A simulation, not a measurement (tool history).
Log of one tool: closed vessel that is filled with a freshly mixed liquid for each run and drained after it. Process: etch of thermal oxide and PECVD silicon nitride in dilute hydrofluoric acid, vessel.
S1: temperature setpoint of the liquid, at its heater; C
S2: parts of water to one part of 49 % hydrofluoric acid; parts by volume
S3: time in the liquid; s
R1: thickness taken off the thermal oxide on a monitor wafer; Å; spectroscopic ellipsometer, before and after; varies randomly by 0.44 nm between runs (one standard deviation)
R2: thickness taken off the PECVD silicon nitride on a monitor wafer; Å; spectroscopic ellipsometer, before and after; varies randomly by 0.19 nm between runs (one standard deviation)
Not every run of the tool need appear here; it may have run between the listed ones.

run  hour    S1   S2    S3      R1      R2
  1     0    24  205  1800  324.68   293.4
  2   8.8  26.5  205  1800  352.93  341.77
  3    14  25.5  170  1710  410.29  373.67
  4  22.9  25.5  170  2270  537.88  495.34
  5    26    24  160  2235  547.09  464.11
  6  29.4  23.5  155  2225  549.88  462.77

What will run 7 give?
  7  33.2  23  150  2215   ?   ?

R1: 564.21 Å
R2: 462.84 Å
